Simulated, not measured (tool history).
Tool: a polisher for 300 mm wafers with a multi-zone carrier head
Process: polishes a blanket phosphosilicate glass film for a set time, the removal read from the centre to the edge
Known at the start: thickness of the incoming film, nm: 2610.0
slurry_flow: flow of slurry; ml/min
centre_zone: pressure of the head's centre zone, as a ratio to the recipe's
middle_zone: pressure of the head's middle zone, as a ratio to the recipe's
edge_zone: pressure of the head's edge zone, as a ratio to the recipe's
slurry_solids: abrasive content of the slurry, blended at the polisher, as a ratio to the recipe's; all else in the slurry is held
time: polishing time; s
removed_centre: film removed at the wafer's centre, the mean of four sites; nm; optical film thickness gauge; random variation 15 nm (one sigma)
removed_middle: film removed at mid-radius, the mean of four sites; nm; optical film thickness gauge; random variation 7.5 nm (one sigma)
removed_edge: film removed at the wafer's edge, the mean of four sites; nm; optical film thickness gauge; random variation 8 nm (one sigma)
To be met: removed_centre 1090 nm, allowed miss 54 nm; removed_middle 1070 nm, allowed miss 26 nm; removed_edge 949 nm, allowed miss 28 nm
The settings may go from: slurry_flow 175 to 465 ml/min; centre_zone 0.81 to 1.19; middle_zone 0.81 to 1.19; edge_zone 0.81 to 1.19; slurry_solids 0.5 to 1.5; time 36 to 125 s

Run 1, hour 0: slurry_flow 295 ml/min, centre_zone 1, middle_zone 1, edge_zone 1, slurry_solids 1, time 80 s. Result: removed_centre 653.1 nm, removed_middle 681.39 nm, removed_edge 676.1 nm.
Run 2, hour 6.7: slurry_flow 270 ml/min, centre_zone 1, middle_zone 1, edge_zone 1, slurry_solids 1, time 80 s. Result: removed_centre 660.33 nm, removed_middle 667.06 nm, removed_edge 673 nm.
Run 3, hour 15.1: slurry_flow 270 ml/min, centre_zone 1, middle_zone 1, edge_zone 1, slurry_solids 1, time 94 s. Result: removed_centre 800.3 nm, removed_middle 788.12 nm, removed_edge 781.22 nm.
Run 4, hour 23.7: slurry_flow 280 ml/min, centre_zone 1.04, middle_zone 1.05, edge_zone 1.03, slurry_solids 1.05, time 94 s. Result: removed_centre 842.95 nm, removed_middle 838.52 nm, removed_edge 819.23 nm.
Run 5, hour 29.9: slurry_flow 330 ml/min, centre_zone 1.04, middle_zone 1.05, edge_zone 1.03, slurry_solids 1.05, time 94 s. Result: removed_centre 850.86 nm, removed_middle 853.45 nm, removed_edge 827.77 nm.
Run 6, hour 36.4: slurry_flow 340 ml/min, centre_zone 1.07, middle_zone 1.09, edge_zone 1.03, slurry_solids 1.1, time 94 s. Result: removed_centre 913.09 nm, removed_middle 905.46 nm, removed_edge 852.48 nm.
Run 7, hour 41.6: slurry_flow 350 ml/min, centre_zone 1.09, middle_zone 1.12, edge_zone 1.04, slurry_solids 1.15, time 94 s. Result: removed_centre 934.61 nm, removed_middle 950.59 nm, removed_edge 877.91 nm.
Run 8, hour 43.2: slurry_flow 360 ml/min, centre_zone 1.12, middle_zone 1.14, edge_zone 1.05, slurry_solids 1.2, time 94 s. Result: removed_centre 1010.5 nm, removed_middle 989.27 nm, removed_edge 897.99 nm.
Run 9, hour 44.9: slurry_flow 365 ml/min, centre_zone 1.13, middle_zone 1.15, edge_zone 1.06, slurry_solids 1.2, time 94 s. Result: removed_centre 1005.6 nm, removed_middle 994.95 nm, removed_edge 905.11 nm.
Run 10, hour 53.3: slurry_flow 370 ml/min, centre_zone 1.14, middle_zone 1.16, edge_zone 1.06, slurry_solids 1.2, time 94 s. Result: removed_centre 1023.8 nm, removed_middle 999.38 nm, removed_edge 913 nm.
Run 11, hour 59.9: slurry_flow 375 ml/min, centre_zone 1.15, middle_zone 1.17, edge_zone 1.06, slurry_solids 1.2, time 94 s. Result: removed_centre 1029.1 nm, removed_middle 1003.4 nm, removed_edge 919.42 nm.
Run 12, hour 61.4: slurry_flow 380 ml/min, centre_zone 1.15, middle_zone 1.18, edge_zone 1.05, slurry_solids 1.25, time 94 s. Result: removed_centre 1034.6 nm, removed_middle 1039.7 nm, removed_edge 908.58 nm.
Run 13, hour 62.7: slurry_flow 385 ml/min, centre_zone 1.16, middle_zone 1.18, edge_zone 1.06, slurry_solids 1.25, time 94 s. Result: removed_centre 1056.5 nm, removed_middle 1016.2 nm, removed_edge 919.42 nm.
Run 14, hour 65.5: slurry_flow 385 ml/min, centre_zone 1.16, middle_zone 1.18, edge_zone 1.06, slurry_solids 1.25, time 94 s. Result: removed_centre 1057.2 nm, removed_middle 1033.6 nm, removed_edge 920.93 nm.

Which of these 5 next moves meets every target?
Run A, hour 68.3: slurry_flow 445 ml/min, centre_zone 1.15, middle_zone 1.11, edge_zone 1.16, slurry_solids 1.25, time 92 s. Result: removed_centre ?, removed_middle ?, removed_edge ?.
Run B, hour 68.3: slurry_flow 345 ml/min, centre_zone 1.15, middle_zone 1.17, edge_zone 1.02, slurry_solids 1.2, time 101 s. Result: removed_centre ?, removed_middle ?, removed_edge ?.
Run C, hour 68.3: slurry_flow 355 ml/min, centre_zone 1.07, middle_zone 1.19, edge_zone 1.09, slurry_solids 1.15, time 99 s. Result: removed_centre ?, removed_middle ?, removed_edge ?.
Run D, hour 68.3: slurry_flow 320 ml/min, centre_zone 1.09, middle_zone 1.19, edge_zone 0.9, slurry_solids 1.5, time 91 s. Result: removed_centre ?, removed_middle ?, removed_edge ?.
Run E, hour 68.3: slurry_flow 315 ml/min, centre_zone 1.15, middle_zone 1.16, edge_zone 1.03, slurry_solids 1, time 103 s. Result: removed_centre ?, removed_middle ?, removed_edge ?.

move  removed_centre  removed_middle  removed_edge
   A          1021.5          969.21        944.97
   B          1078.9          1072.1        940.35
   C          967.55          1048.8           936
   D          1001.4          1066.6        869.87
   E          999.97          987.33        878.35
A: further off than the last run
B: meets every target
C: brings the result that was furthest off to its target, and leaves another outside
D: brings the result that was furthest off to its target, and leaves another outside
E: further off than the last run
Answer: B
